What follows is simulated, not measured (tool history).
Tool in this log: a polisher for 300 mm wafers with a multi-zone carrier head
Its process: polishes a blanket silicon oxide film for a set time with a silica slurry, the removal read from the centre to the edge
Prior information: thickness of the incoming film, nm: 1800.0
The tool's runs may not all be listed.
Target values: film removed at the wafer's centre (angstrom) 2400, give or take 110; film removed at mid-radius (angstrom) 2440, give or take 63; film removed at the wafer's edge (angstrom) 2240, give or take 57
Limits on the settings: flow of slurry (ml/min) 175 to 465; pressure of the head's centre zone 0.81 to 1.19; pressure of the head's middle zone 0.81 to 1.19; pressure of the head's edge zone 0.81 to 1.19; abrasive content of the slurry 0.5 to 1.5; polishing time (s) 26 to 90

run	hour	flow of slurry (ml/min)	pressure of the head's centre zone	pressure of the head's middle zone	pressure of the head's edge zone	abrasive content of the slurry	polishing time (s)	film removed at the wafer's centre (angstrom)	film removed at mid-radius (angstrom)	film removed at the wafer's edge (angstrom)
1	0	295	1	1	1	1	58	2672.9	2636.1	2637.4
2	2.8	295	0.93	1	1	1	58	2391.9	2667.6	2619.4
3	6.3	295	0.9	1	1	1	58	2389.5	2608.3	2648.6
4	13	295	0.9	1	1.05	1	58	2334	2635.8	2683.8
5	19	290	0.93	1.01	0.99	0.95	58	2422.5	2632.9	2578.5
6	22.5	290	0.94	1.01	0.95	0.9	58	2375.8	2615.6	2485.3
7	24.8	285	0.96	1	0.92	0.85	58	2349.7	2568.7	2393.5
8	26.4	280	0.98	0.99	0.9	0.85	58	2438.1	2487.3	2383.5
9	33.7	275	0.98	0.99	0.88	0.85	58	2434.2	2523.9	2325.6
10	42.6	265	0.98	0.98	0.87	0.85	58	2488	2516.6	2357.7
11	44.7	265	0.98	0.98	0.86	0.85	58	2443.6	2461	2344.3
12	49.2	265	0.98	0.98	0.85	0.85	58	2449.7	2471.9	2313.4
# hour 54.2: worn pad replaced by a new one
13	54.2	265	0.98	0.98	0.84	0.85	58	2619.4	2640.5	2451
14	61.6	255	0.99	0.99	0.86	0.85	58	2631.6	2660.9	2474
15	69.9	270	0.99	0.99	0.86	0.85	58	2593.2	2627.4	2514.6
16	72.1	250	0.98	0.98	0.86	0.85	58	2645.3	2616.4	2439.1
17	74.8	230	0.88	0.91	0.82	0.8	58	2286.2	2411.5	2351.4

Consider the 4 candidate settings below. Which is the only one whose results all fall within their allowed miss of target?
A	77.5	225	1.13	1.01	0.85	0.75	55	?	?	?
B	77.5	175	0.99	1	0.82	0.7	57	?	?	?
C	77.5	230	0.96	0.91	0.83	0.65	62	?	?	?
D	77.5	175	1.06	1.07	0.81	0.55	57	?	?	?

move	film removed at the wafer's centre (angstrom)	film removed at mid-radius (angstrom)	film removed at the wafer's edge (angstrom)
A	2699.4	2450.4	2233
B	2347.6	2422.3	2201.7
C	2491.8	2445.9	2407
D	2368.9	2414.5	2059.9
A: the furthest-off result lands on target, but another misses its tolerance
B: each result inside its tolerance
C: moves away from the targets compared with the last run
D: pushes the last run's worst result past its target
Answer: B

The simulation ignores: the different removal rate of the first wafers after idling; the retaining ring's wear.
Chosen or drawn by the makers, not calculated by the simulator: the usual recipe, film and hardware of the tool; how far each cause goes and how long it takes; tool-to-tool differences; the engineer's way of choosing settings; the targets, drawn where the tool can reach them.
